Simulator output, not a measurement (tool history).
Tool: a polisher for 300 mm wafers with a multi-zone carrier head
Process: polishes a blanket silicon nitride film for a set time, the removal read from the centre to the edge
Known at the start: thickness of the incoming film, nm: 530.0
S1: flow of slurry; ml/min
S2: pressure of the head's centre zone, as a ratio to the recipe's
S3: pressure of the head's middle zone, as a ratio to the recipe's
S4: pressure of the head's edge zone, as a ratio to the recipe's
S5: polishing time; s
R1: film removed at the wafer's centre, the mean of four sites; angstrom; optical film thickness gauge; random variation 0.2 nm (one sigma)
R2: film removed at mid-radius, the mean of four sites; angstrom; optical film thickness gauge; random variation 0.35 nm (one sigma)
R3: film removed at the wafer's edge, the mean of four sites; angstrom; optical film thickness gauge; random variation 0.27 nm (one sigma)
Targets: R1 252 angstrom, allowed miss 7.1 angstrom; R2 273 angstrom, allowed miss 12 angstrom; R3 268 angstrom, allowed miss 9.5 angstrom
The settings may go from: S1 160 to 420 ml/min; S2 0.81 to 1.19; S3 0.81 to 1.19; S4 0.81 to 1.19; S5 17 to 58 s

run 1 hour=0 | S1=270 S2=1 S3=1 S4=1 S5=37 | R1=516.77 R2=502.24 R3=518.65
run 2 hour=3.6 | S1=250 S2=0.97 S3=0.99 S4=0.96 S5=32 | R1=428.86 R2=436.76 R3=442.06
run 3 hour=5.7 | S1=250 S2=0.97 S3=0.99 S4=0.99 S5=32 | R1=426.54 R2=441.41 R3=454.68
run 4 hour=12.1 | S1=250 S2=0.89 S3=0.99 S4=0.99 S5=32 | R1=399.67 R2=424.46 R3=451.79
run 5 hour=16.7 | S1=250 S2=0.89 S3=0.93 S4=0.99 S5=32 | R1=396.55 R2=419.25 R3=449.17
run 6 hour=20.4 | S1=240 S2=0.89 S3=0.91 S4=0.94 S5=28 | R1=350.89 R2=348.76 R3=379.6
run 7 hour=27.3 | S1=235 S2=0.87 S3=0.94 S4=0.91 S5=26 | R1=318.57 R2=339.74 R3=353.76
run 8 hour=35.9 | S1=235 S2=0.87 S3=0.94 S4=0.89 S5=24 | R1=293.55 R2=303.56 R3=321.75
run 9 hour=36.6 | S1=235 S2=0.87 S3=0.96 S4=0.87 S5=23 | R1=280.64 R2=303.07 R3=296.63
run 10 hour=40.6 | S1=230 S2=0.86 S3=0.95 S4=0.86 S5=23 | R1=274.94 R2=297.02 R3=307.82
run 11 hour=44.5 | S1=245 S2=0.86 S3=0.96 S4=0.85 S5=22 | R1=263.41 R2=291.19 R3=283.79

4 next moves are on the table. One of them brings every result within its allowed miss. Which?
run A hour=48.4 | S1=285 S2=0.81 S3=0.86 S4=0.96 S5=23 | R1=? R2=? R3=?
run B hour=48.4 | S1=200 S2=0.81 S3=0.89 S4=0.88 S5=23 | R1=? R2=? R3=?
run C hour=48.4 | S1=220 S2=0.93 S3=0.88 S4=0.82 S5=22 | R1=? R2=? R3=?
run D hour=48.4 | S1=220 S2=0.86 S3=0.96 S4=0.83 S5=21 | R1=? R2=? R3=?

move=A R1=267.86 R2=278.46 R3=323.66
move=B R1=257.53 R2=276.44 R3=301.95
move=C R1=280.81 R2=264.59 R3=281.71
move=D R1=250.58 R2=271.63 R3=270.11
A: further off than the last run
B: further off than the last run
C: further off than the last run
D: meets every target
The right move is D.
